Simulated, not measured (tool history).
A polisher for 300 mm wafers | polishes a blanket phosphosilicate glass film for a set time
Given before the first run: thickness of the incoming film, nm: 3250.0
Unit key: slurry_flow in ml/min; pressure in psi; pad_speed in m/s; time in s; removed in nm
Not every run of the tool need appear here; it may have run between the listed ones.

run,day,slurry_flow,pressure,pad_speed,slurry_solids,time,removed
1,0.000,200,3.9,1.02,1.0,91,917.70
2,0.083,200,3.6,1.00,1.0,91,844.84
3,0.167,200,3.6,1.16,1.0,91,940.59
4,0.238,200,3.6,0.94,1.0,91,798.29
5,0.471,200,3.4,0.94,1.0,91,758.05
6,0.821,200,3.4,0.94,1.2,91,857.03
7,1.075,200,3.2,0.92,1.2,91,783.48
8,1.242,200,3.0,0.90,1.2,91,727.58
9,1.325,200,2.8,0.90,1.2,91,677.99
10,1.496,200,2.7,0.90,1.2,91,672.60

For run 11, what comes out?
11,1.812,200,2.6,0.90,1.2,91,?

removed: 645.64 nm

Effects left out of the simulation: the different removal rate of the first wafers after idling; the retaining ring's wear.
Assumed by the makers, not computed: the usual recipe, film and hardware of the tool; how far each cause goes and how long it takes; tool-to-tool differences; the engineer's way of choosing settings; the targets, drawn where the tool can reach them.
